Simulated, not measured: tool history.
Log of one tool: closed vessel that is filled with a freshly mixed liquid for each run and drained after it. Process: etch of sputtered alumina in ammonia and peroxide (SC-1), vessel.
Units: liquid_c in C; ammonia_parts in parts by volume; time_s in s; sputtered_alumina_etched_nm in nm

| run | hour | liquid_c | ammonia_parts | time_s | sputtered_alumina_etched_nm |
|---|---|---|---|---|---|
| 1 | 0.0 | 51.0 | 0.55 | 130 | 11.173 |
| 2 | 3.5 | 55.5 | 0.55 | 130 | 14.255 |
| 3 | 9.4 | 53.0 | 0.55 | 130 | 12.372 |
| 4 | 11.6 | 51.5 | 0.55 | 130 | 11.508 |
| 5 | 15.6 | 55.0 | 0.55 | 130 | 13.827 |
|  | 24.2 | thermometer replaced |
| 6 | 24.2 | 55.0 | 0.70 | 130 | 15.951 |
| 7 | 30.0 | 52.5 | 0.70 | 130 | 13.938 |
| 8 | 38.6 | 50.5 | 0.70 | 130 | 12.478 |
| 9 | 45.9 | 48.5 | 0.70 | 130 | 11.202 |

Estimate the outcome of run 10 from the log above:
| 10 | 50.7 | 47.0 | 0.70 | 130 | ? |

For run 10 the tool returned sputtered_alumina_etched_nm 10.307 nm.

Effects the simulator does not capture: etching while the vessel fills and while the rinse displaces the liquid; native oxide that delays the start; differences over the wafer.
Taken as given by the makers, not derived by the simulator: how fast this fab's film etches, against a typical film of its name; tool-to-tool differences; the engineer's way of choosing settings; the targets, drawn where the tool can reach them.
